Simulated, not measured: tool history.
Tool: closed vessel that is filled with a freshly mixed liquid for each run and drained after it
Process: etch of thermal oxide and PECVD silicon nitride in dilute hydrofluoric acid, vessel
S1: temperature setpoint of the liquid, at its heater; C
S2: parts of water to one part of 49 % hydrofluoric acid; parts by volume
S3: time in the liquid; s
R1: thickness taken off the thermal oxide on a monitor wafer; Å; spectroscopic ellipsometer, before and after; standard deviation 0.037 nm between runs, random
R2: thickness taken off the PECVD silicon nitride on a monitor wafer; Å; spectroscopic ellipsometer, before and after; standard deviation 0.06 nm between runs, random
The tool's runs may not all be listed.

run,hour,S1,S2,S3,R1,R2
1,0.0,22.0,280,660,99.870,90.274
2,8.5,21.0,270,650,99.469,85.454
3,16.8,21.0,270,905,138.390,122.300
4,23.2,21.0,270,655,101.080,87.530
5,29.3,20.0,260,650,100.680,84.424
6,37.8,19.5,255,640,99.977,82.448
7,43.0,19.0,250,635,99.386,79.670

What will run 8 give?
8,49.4,18.5,245,630,?,?

{"run 8": {"R1": 99.319, "R2": 76.965}}

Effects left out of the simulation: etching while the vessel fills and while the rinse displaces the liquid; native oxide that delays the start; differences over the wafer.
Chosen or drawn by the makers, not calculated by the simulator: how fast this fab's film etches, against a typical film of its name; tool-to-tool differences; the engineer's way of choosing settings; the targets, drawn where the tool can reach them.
